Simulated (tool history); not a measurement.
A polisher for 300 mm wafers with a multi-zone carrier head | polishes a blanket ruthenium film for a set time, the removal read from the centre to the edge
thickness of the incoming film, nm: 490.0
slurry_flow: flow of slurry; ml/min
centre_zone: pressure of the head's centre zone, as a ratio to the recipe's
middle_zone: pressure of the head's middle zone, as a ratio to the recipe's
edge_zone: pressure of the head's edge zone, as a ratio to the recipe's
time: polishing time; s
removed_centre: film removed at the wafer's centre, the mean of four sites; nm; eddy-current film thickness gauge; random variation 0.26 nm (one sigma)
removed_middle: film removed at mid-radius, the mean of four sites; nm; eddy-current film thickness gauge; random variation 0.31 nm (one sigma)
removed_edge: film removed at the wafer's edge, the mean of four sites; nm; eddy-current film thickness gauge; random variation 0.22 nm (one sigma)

run 1 day=0 | slurry_flow=260 centre_zone=1 middle_zone=1 edge_zone=1 time=80 | removed_centre=44.829 removed_middle=45.456 removed_edge=44.671
run 2 day=0.062 | slurry_flow=255 centre_zone=1 middle_zone=0.97 edge_zone=0.98 time=73 | removed_centre=41.367 removed_middle=41.471 removed_edge=39.928
run 3 day=0.429 | slurry_flow=255 centre_zone=1 middle_zone=1.04 edge_zone=0.98 time=73 | removed_centre=40.208 removed_middle=44.502 removed_edge=40.415
run 4 day=0.692 | slurry_flow=255 centre_zone=1.08 middle_zone=1.04 edge_zone=0.98 time=73 | removed_centre=44.366 removed_middle=44.345 removed_edge=40.656
run 5 day=0.921 | slurry_flow=255 centre_zone=0.99 middle_zone=1.04 edge_zone=0.98 time=73 | removed_centre=40.384 removed_middle=44.236 removed_edge=40.32
run 6 day=0.946 | slurry_flow=255 centre_zone=1.05 middle_zone=1.04 edge_zone=0.98 time=73 | removed_centre=42.755 removed_middle=43.977 removed_edge=40.694
-- day=1.029 edge zone pressure recalibrated
run 7 day=1.029 | slurry_flow=250 centre_zone=1.03 middle_zone=1 edge_zone=0.98 time=67 | removed_centre=38.305 removed_middle=39.504 removed_edge=38.24
run 8 day=1.267 | slurry_flow=255 centre_zone=1.04 middle_zone=0.97 edge_zone=0.96 time=62 | removed_centre=35.725 removed_middle=34.58 removed_edge=34.723

Run 9 comes next. What will it give?
run 9 day=1.438 | slurry_flow=255 centre_zone=1.03 middle_zone=0.95 edge_zone=0.94 time=59 | removed_centre=? removed_middle=? removed_edge=?

{"run 9": {"removed_centre": 33.833, "removed_middle": 33.165, "removed_edge": 32.774}}
